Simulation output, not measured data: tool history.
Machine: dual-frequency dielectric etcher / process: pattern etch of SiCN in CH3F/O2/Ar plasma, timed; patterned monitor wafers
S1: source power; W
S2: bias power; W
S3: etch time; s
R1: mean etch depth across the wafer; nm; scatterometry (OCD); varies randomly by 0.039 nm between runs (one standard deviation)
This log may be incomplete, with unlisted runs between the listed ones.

| run | day | S1 | S2 | S3 | R1 |
|---|---|---|---|---|---|
| 1 | 0 | 420 | 80 | 50 | 19.143 |
| 2 | 0.175 | 400 | 75 | 49.5 | 18.065 |
| 3 | 0.338 | 380 | 72 | 49.5 | 17.369 |
| 4 | 0.379 | 370 | 70 | 49.5 | 16.818 |
| 5 | 0.517 | 370 | 70 | 50 | 16.949 |
| 6 | 0.696 | 360 | 69 | 50 | 16.581 |

Estimate the outcome of run 7 from the log above:
| 7 | 0.733 | 350 | 68 | 50 | ? |

Run 7 produced R1 16.295 nm.
